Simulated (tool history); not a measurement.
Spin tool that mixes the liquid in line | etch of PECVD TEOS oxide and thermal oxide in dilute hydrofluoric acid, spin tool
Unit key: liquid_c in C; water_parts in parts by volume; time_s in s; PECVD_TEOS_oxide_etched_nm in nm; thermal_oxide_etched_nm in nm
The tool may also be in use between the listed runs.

run    day  liquid_c  water_parts  time_s  PECVD_TEOS_oxide_etched_nm  thermal_oxide_etched_nm
  1      0        20           60     145                       25.23                   9.7191
  2   0.35        20           60      95                      16.652                   6.3413
  3  0.612        20           60      40                      7.1295                   2.6388
  4  0.688      21.5           55      65                      13.342                   5.1485
  5  0.946        22           50      80                      18.573                   7.0395
  6      1        23           45      90                      24.419                   9.2063
  7  1.333        24           40     100                      31.892                   12.173
  8  1.529      24.5           35     110                      41.659                   15.434
     1.792  -- thermometer replaced
  9  1.792        25           35     120                      50.195                   19.346
 10    1.9        25           35     120                      49.856                   18.737
 11  1.988      25.5           35     125                      53.192                   20.334
 12  2.238        26           35     130                      55.803                   21.713
 13  2.271        26           35     135                      59.051                   22.354
 14  2.588      26.5           35     140                      62.854                   23.265
 15  2.712      26.5           35     145                      64.365                   24.705
 16  2.775      26.5           35     150                      66.099                    25.11
 17  2.817      26.5           35     155                      68.227                   26.551
 18  2.938        28           20     210                      179.28                   67.199

Estimate the outcome of run 19 from the log above:
 19  3.004        24           20     210                           ?                        ?

Logged for run 19: PECVD_TEOS_oxide_etched_nm 149.73 nm, thermal_oxide_etched_nm 56.896 nm.
